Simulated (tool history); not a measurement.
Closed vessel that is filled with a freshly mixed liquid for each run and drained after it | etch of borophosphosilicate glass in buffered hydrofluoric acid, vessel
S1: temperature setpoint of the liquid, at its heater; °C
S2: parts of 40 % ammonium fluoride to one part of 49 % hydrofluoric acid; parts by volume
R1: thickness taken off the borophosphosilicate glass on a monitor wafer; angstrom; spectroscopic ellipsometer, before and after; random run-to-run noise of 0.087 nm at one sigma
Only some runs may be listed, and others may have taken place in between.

run 1 hour=0 | S1=21 S2=19.5 time_in_the_liquid_(s)=40 | R1=206.24
run 2 hour=2.2 | S1=18.5 S2=19.5 time_in_the_liquid_(s)=40 | R1=180.86
run 3 hour=4.1 | S1=18 S2=20.5 time_in_the_liquid_(s)=40 | R1=166.44
run 4 hour=8.9 | S1=17.5 S2=21 time_in_the_liquid_(s)=40 | R1=160.68
run 5 hour=13.8 | S1=17.5 S2=21.5 time_in_the_liquid_(s)=40 | R1=158.87
run 6 hour=22.3 | S1=17.5 S2=22 time_in_the_liquid_(s)=40 | R1=155.2
run 7 hour=31.3 | S1=17.5 S2=22 time_in_the_liquid_(s)=40 | R1=154.77
run 8 hour=36.1 | S1=17.5 S2=22.5 time_in_the_liquid_(s)=40 | R1=151.85
run 9 hour=40 | S1=17.5 S2=23 time_in_the_liquid_(s)=40 | R1=150.31

For run 10, what comes out?
run 10 hour=45.2 | S1=17.5 S2=23.5 time_in_the_liquid_(s)=40 | R1=?

{"run 10": {"R1": 148.29}}
